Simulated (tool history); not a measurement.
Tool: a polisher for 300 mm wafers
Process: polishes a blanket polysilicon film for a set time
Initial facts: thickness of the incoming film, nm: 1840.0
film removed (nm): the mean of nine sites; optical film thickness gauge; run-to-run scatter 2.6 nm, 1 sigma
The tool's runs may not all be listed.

| run | hour | flow of slurry (ml/min) | pressure of the wafer on the pad (psi) | speed of the pad under the wafer (m/s) | polishing time (s) | film removed (nm) |
|---|---|---|---|---|---|---|
| 1 | 0.0 | 280 | 2.7 | 1.02 | 28 | 191.15 |
| 2 | 8.2 | 210 | 2.7 | 1.02 | 28 | 182.74 |
| 3 | 14.5 | 255 | 2.7 | 1.02 | 28 | 187.29 |
| 4 | 15.4 | 260 | 2.8 | 1.02 | 28 | 199.53 |
| 5 | 19.3 | 205 | 2.8 | 1.02 | 28 | 189.73 |
| 6 | 26.4 | 215 | 2.9 | 1.02 | 28 | 197.63 |
| 7 | 32.3 | 225 | 3.0 | 1.02 | 28 | 204.64 |
| 8 | 38.9 | 235 | 3.1 | 1.02 | 28 | 211.42 |
| 9 | 44.8 | 240 | 3.2 | 1.02 | 28 | 222.38 |
| 10 | 48.3 | 245 | 3.3 | 1.02 | 28 | 230.09 |
| 11 | 55.2 | 250 | 3.4 | 1.02 | 28 | 230.52 |

Expected results for the next run?
| 12 | 61.4 | 250 | 3.5 | 1.02 | 28 | ? |

{"run 12": {"film removed (nm)": 239.04}}

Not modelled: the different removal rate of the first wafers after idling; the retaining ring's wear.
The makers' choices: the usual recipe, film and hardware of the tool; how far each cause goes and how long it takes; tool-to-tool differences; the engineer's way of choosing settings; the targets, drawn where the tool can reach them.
